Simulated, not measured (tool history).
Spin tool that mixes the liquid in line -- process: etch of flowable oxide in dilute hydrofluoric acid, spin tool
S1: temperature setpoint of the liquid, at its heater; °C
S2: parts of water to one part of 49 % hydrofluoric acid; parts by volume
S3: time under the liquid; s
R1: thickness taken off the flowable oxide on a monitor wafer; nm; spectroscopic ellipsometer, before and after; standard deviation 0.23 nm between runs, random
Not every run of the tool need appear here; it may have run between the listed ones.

{"run": 1, "hour": 0.0, "S1": 21, "S2": 70, "S3": 55, "R1": 29.999}
{"run": 2, "hour": 1.1, "S1": 21, "S2": 70, "S3": 55, "R1": 29.984}
{"run": 3, "hour": 6.7, "S1": 23, "S2": 70, "S3": 55, "R1": 32.819}
{"run": 4, "hour": 12.8, "S1": 23, "S2": 80, "S3": 55, "R1": 28.029}
{"run": 5, "hour": 16.9, "S1": 23, "S2": 80, "S3": 55, "R1": 27.85}
{"run": 6, "hour": 17.5, "S1": 23.5, "S2": 80, "S3": 55, "R1": 28.777}
{"run": 7, "hour": 18.5, "S1": 24, "S2": 80, "S3": 55, "R1": 29.376}

Forecast run 8:
{"run": 8, "hour": 20.7, "S1": 24.5, "S2": 80, "S3": 55, "R1": "?"}

Run 8 gave R1 29.672 nm.
